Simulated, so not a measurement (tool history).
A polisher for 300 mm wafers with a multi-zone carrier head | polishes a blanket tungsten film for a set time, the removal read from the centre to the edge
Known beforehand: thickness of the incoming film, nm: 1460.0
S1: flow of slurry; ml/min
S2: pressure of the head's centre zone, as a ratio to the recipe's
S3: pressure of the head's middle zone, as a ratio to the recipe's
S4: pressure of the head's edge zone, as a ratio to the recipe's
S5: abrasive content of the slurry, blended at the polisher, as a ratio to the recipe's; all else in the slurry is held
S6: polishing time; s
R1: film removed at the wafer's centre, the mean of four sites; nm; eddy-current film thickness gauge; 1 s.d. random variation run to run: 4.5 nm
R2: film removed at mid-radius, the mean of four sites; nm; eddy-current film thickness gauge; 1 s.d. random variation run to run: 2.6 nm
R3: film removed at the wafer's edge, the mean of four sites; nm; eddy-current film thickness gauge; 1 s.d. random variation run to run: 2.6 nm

| run | hour | S1 | S2 | S3 | S4 | S5 | S6 | R1 | R2 | R3 |
|---|---|---|---|---|---|---|---|---|---|---|
| 1 | 0 | 220 | 1 | 1 | 1 | 1 | 87 | 266.39 | 269 | 263.84 |
| 2 | 3.1 | 220 | 1 | 1 | 0.93 | 1 | 87 | 269.54 | 271.49 | 253.95 |
| 3 | 8.1 | 230 | 1.01 | 1.02 | 0.95 | 1.05 | 88 | 278.87 | 280.65 | 264.33 |
| 4 | 15.5 | 230 | 0.98 | 1.02 | 0.95 | 1.05 | 88 | 272.1 | 283.04 | 262.92 |
| 5 | 18.7 | 235 | 0.99 | 1.04 | 0.97 | 1.1 | 89 | 280.92 | 295.16 | 272.22 |
| 6 | 26.5 | 235 | 0.99 | 1.04 | 0.97 | 0.95 | 89 | 269.28 | 281.69 | 266.08 |
| 7 | 33.5 | 240 | 1 | 1.06 | 0.99 | 1.05 | 90 | 281.09 | 298 | 275.65 |

Run 8, settings as shown, results not yet in. Your forecast:
| 8 | 35.7 | 245 | 1.01 | 1.07 | 1.01 | 1.1 | 91 | ? | ? | ? |

For run 8 the tool returned R1 294.48 nm, R2 311.49 nm, R3 291.48 nm.
